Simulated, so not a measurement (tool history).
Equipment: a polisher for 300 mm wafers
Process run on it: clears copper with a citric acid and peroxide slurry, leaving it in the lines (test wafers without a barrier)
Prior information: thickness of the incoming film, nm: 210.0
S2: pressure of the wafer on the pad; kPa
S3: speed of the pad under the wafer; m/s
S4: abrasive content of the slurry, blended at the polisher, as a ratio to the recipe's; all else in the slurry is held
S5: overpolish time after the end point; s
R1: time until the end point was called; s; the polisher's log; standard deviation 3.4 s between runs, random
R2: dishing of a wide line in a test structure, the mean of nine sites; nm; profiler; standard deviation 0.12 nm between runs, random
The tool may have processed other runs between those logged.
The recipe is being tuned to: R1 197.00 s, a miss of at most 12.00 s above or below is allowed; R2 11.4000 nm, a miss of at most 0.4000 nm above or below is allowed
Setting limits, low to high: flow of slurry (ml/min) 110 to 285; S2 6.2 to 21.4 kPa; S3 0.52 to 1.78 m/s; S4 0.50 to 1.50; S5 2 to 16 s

run 1 hour=0.0 | flow_of_slurry_(ml/min)=180 S2=13.8 S3=1.14 S4=1.00 S5=8 | R1=125.93 R2=10.5000
run 2 hour=3.1 | flow_of_slurry_(ml/min)=180 S2=13.8 S3=1.14 S4=1.00 S5=6 | R1=123.43 R2=8.1324
run 3 hour=3.6 | flow_of_slurry_(ml/min)=225 S2=13.8 S3=1.14 S4=1.00 S5=6 | R1=126.80 R2=8.3469
run 4 hour=5.3 | flow_of_slurry_(ml/min)=225 S2=13.8 S3=1.14 S4=1.10 S5=6 | R1=121.41 R2=8.3249
run 5 hour=10.9 | flow_of_slurry_(ml/min)=195 S2=13.8 S3=1.14 S4=1.10 S5=6 | R1=120.95 R2=8.4876
run 6 hour=12.6 | flow_of_slurry_(ml/min)=220 S2=13.8 S3=1.14 S4=1.10 S5=6 | R1=119.39 R2=8.3609
run 7 hour=18.6 | flow_of_slurry_(ml/min)=220 S2=13.1 S3=1.14 S4=1.05 S5=7 | R1=125.04 R2=9.0836
run 8 hour=19.7 | flow_of_slurry_(ml/min)=215 S2=12.4 S3=1.12 S4=1.00 S5=8 | R1=136.89 R2=9.5591
run 9 hour=28.1 | flow_of_slurry_(ml/min)=165 S2=8.3 S3=1.12 S4=0.80 S5=12 | R1=222.26 R2=9.0669
-- hour=33.2 head pressure recalibrated
run 10 hour=33.2 | flow_of_slurry_(ml/min)=175 S2=9.0 S3=1.12 S4=0.80 S5=13 | R1=189.25 R2=11.3590

4 candidate next runs follow, results not yet known. Just one meets every target within its allowed miss. Identify it.
run A hour=38.3 | flow_of_slurry_(ml/min)=175 S2=9.0 S3=1.22 S4=0.80 S5=12 | R1=? R2=?
run B hour=38.3 | flow_of_slurry_(ml/min)=150 S2=7.6 S3=1.36 S4=0.60 S5=14 | R1=? R2=?
run C hour=38.3 | flow_of_slurry_(ml/min)=190 S2=10.3 S3=1.02 S4=0.80 S5=12 | R1=? R2=?
run D hour=38.3 | flow_of_slurry_(ml/min)=195 S2=9.7 S3=1.02 S4=0.85 S5=12 | R1=? R2=?

move=A R1=170.31 R2=11.2890
move=B R1=201.08 R2=11.1300
move=C R1=174.99 R2=11.0650
move=D R1=182.95 R2=10.6330
A: further off than the last run
B: hits every target within its allowed miss
C: further off than the last run
D: further off than the last run
So the answer is move B, the one that meets all the targets.
